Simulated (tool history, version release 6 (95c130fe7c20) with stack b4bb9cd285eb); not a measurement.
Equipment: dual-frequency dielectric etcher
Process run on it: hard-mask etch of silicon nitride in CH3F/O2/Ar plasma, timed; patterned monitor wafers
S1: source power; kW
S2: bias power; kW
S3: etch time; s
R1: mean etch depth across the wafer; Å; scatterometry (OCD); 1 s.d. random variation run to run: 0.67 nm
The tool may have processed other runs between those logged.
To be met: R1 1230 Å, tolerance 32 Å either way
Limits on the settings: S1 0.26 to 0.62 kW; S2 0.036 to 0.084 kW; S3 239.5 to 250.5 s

| run | hour | S1 | S2 | S3 | R1 |
|---|---|---|---|---|---|
| 1 | 0 | 0.44 | 0.06 | 239.5 | 1512 |
| 2 | 4.5 | 0.44 | 0.069 | 239.5 | 1579 |
| 3 | 6.5 | 0.44 | 0.069 | 239.5 | 1577.9 |
| 4 | 10.6 | 0.44 | 0.059 | 239.5 | 1527.8 |
| 5 | 12.6 | 0.44 | 0.059 | 239.5 | 1509 |
| 6 | 15.7 | 0.44 | 0.063 | 239.5 | 1529.9 |
| 7 | 23.7 | 0.39 | 0.059 | 239.5 | 1448.2 |
| 8 | 27.8 | 0.35 | 0.055 | 239.5 | 1345.5 |
| 9 | 36.1 | 0.33 | 0.054 | 239.5 | 1291.8 |

Below are 5 possible settings for the next run. Only one of them brings all results inside the allowed miss of their targets. Which is it?
| A | 44.4 | 0.38 | 0.044 | 239.5 | ? |
| B | 44.4 | 0.34 | 0.058 | 250 | ? |
| C | 44.4 | 0.31 | 0.047 | 239.5 | ? |
| D | 44.4 | 0.35 | 0.043 | 247 | ? |
| E | 44.4 | 0.36 | 0.049 | 245.5 | ? |

| move | R1 |
|---|---|
| A | 1329.5 |
| B | 1403.8 |
| C | 1224.4 |
| D | 1312.5 |
| E | 1360.6 |
A: lands further from the targets than the last run did
B: lands further from the targets than the last run did
C: every result within its allowed miss
D: lands further from the targets than the last run did
E: lands further from the targets than the last run did
Move C is the one to make.
